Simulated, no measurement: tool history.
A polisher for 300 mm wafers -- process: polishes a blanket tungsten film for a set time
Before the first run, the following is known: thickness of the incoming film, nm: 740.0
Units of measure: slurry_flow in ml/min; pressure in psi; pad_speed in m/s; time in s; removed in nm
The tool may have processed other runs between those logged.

run,hour,slurry_flow,pressure,pad_speed,slurry_solids,time,removed
1,0,160,3.9,1.16,1,29,143.98
2,5,160,4.3,1.16,1,29,156.23
3,10.7,160,4.3,1.16,0.85,29,151.01
4,17.3,160,4.3,1.16,1.05,29,157.75
5,17.9,160,4.3,1.16,1.15,29,159.36
6,24.9,160,4.3,1.36,1.15,29,188.12
7,27.3,155,3.9,1.32,1.15,29,167.92
8,27.9,155,3.6,1.26,1.15,29,151.52
9,31.5,155,3.3,1.2,1.15,29,135.3
10,35.8,150,3.1,1.16,1.15,29,124.48
11,41.9,145,2.9,1.14,1.15,29,116.77
12,46.9,140,2.7,1.12,1.15,29,106.18

Predict the results of run 13:
13,47.8,135,2.6,1.12,1.15,29,?

removed: 103.75 nm
